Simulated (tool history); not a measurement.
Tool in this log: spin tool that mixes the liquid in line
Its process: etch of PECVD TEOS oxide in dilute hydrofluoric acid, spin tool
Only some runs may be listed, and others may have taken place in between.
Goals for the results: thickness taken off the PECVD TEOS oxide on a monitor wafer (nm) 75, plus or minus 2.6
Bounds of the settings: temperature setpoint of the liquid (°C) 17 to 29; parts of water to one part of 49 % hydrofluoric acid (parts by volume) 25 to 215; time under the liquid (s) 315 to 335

run,day,temperature setpoint of the liquid (°C),parts of water to one part of 49 % hydrofluoric acid (parts by volume),time under the liquid (s),thickness taken off the PECVD TEOS oxide on a monitor wafer (nm)
1,0,21,120,315,30.526
2,0.208,21,135,315,27.225
3,0.367,21,95,315,40.211
4,0.646,21,95,315,39.62
5,0.929,23,85,315,48.755
6,1.017,25.5,85,315,54.595
7,1.283,29,65,315,84.9
8,1.479,28.5,65,315,81.472
9,1.817,28,65,315,80.56
10,1.917,27.5,65,315,78.701

Which one of the following 4 next-run settings gets every result inside its allowed miss? There is exactly one.
A,2.017,28.5,65,315,?
B,2.017,28,65,330,?
C,2.017,28.5,70,315,?
D,2.017,29,70,335,?

move,thickness taken off the PECVD TEOS oxide on a monitor wafer (nm)
A,83.025
B,85.288
C,76.541
D,83
A: the biggest miss grows against the last run
B: the biggest miss grows against the last run
C: in spec on every target
D: the biggest miss grows against the last run
C is the move that brings every result within its allowed miss.
